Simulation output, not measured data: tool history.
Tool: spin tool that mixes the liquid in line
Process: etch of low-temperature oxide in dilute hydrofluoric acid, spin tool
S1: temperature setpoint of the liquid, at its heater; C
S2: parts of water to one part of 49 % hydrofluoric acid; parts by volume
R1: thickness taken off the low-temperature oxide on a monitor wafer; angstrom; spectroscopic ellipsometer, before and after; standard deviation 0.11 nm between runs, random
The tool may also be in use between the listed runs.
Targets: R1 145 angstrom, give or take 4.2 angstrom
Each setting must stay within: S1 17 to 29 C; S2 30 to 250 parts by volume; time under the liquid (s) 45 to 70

{"run": 1, "hour": 0.0, "S1": 21, "S2": 140, "time under the liquid (s)": 70, "R1": 88.852}
{"run": 2, "hour": 7.0, "S1": 22, "S2": 135, "time under the liquid (s)": 70, "R1": 95.87}
{"run": 3, "hour": 13.1, "S1": 22.5, "S2": 135, "time under the liquid (s)": 70, "R1": 98.209}
{"run": 4, "hour": 14.0, "S1": 22.5, "S2": 185, "time under the liquid (s)": 70, "R1": 66.977}
{"run": 5, "hour": 15.3, "S1": 19, "S2": 185, "time under the liquid (s)": 70, "R1": 58.835}
{"run": 6, "hour": 18.5, "S1": 20, "S2": 175, "time under the liquid (s)": 70, "R1": 65.807}
{"run": 7, "hour": 21.5, "S1": 21, "S2": 170, "time under the liquid (s)": 70, "R1": 70.025}
{"run": 8, "hour": 23.4, "S1": 25, "S2": 115, "time under the liquid (s)": 70, "R1": 129.49}
{"run": 9, "hour": 31.4, "S1": 25.5, "S2": 115, "time under the liquid (s)": 70, "R1": 131.91}
{"hour": 35.9, "done": "hydrofluoric acid flow meter replaced"}
{"run": 10, "hour": 35.9, "S1": 26.5, "S2": 115, "time under the liquid (s)": 70, "R1": 150.16}

Exactly one of the 4 candidate moves below puts every result within its allowed miss. Which one?
{"run": "A", "hour": 40.4, "S1": 25.5, "S2": 115, "time under the liquid (s)": 70, "R1": "?"}
{"run": "B", "hour": 40.4, "S1": 26.5, "S2": 110, "time under the liquid (s)": 70, "R1": "?"}
{"run": "C", "hour": 40.4, "S1": 27, "S2": 115, "time under the liquid (s)": 70, "R1": "?"}
{"run": "D", "hour": 40.4, "S1": 28.5, "S2": 115, "time under the liquid (s)": 70, "R1": "?"}

move=A R1=145.58
move=B R1=159.17
move=C R1=154.2
move=D R1=163.2
A: each result inside its tolerance
B: moves away from the targets compared with the last run
C: moves away from the targets compared with the last run
D: moves away from the targets compared with the last run
A is the move that brings every result within its allowed miss.

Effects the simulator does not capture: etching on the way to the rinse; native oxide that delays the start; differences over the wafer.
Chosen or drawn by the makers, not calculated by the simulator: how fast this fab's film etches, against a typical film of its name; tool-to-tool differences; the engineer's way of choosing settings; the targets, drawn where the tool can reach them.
